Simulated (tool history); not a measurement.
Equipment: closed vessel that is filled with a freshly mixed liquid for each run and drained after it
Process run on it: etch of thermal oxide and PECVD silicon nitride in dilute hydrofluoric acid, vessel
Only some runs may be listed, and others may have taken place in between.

run,day,temperature setpoint of the liquid (°C),parts of water to one part of 49 % hydrofluoric acid (parts by volume),time in the liquid (s),thickness taken off the thermal oxide on a monitor wafer (Å),thickness taken off the PECVD silicon nitride on a monitor wafer (Å)
1,0,23,115,205,86.508,27.839
2,0.229,20.5,115,205,77.934,23.241
3,0.567,20.5,135,205,65.595,20.1
4,0.925,20.5,100,205,91.299,27.251
5,1.217,17.5,100,205,80.904,22.242
6,1.579,18.5,85,215,105.94,28.955
7,1.779,19.5,70,215,134.98,37.632
8,1.908,20.5,60,210,164.06,46.229
9,2.121,21,55,210,183.52,52.447
10,2.271,23.5,20,195,540.28,151.17
11,2.325,22.5,25,205,435.54,121.56
12,2.375,22,30,210,358.31,98.667

Estimate the outcome of run 13 from the log above:
13,2.633,22,35,215,?,?

{"run 13": {"thickness taken off the thermal oxide on a monitor wafer (Å)": 313.53, "thickness taken off the PECVD silicon nitride on a monitor wafer (Å)": 86.83}}
